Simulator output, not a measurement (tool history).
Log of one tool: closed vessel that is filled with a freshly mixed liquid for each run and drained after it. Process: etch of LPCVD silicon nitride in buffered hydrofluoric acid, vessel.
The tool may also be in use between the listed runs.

run	hour	temperature setpoint of the liquid (°C)	parts of 40 % ammonium fluoride to one part of 49 % hydrofluoric acid (parts by volume)	time in the liquid (s)	thickness taken off the LPCVD silicon nitride on a monitor wafer (nm)
1	0	23	19.5	145	1.1384
2	8.7	24.5	19	145	1.2597
3	17.1	26	18.5	145	1.4072
4	18.4	26	18.5	145	1.4139
5	19.9	26	18.5	80	0.78826
6	24.6	22.5	18.5	80	0.6514
7	31.4	24.5	20.5	85	0.68842
8	36.7	24.5	20.5	85	0.69496
9	44.4	26	19	85	0.80575
10	53.4	30	12.5	140	2.5068

What does the tool deliver on the next run?
11	59.7	29.5	12.5	140	?

Logged for run 11: thickness taken off the LPCVD silicon nitride on a monitor wafer (nm) 2.3922.
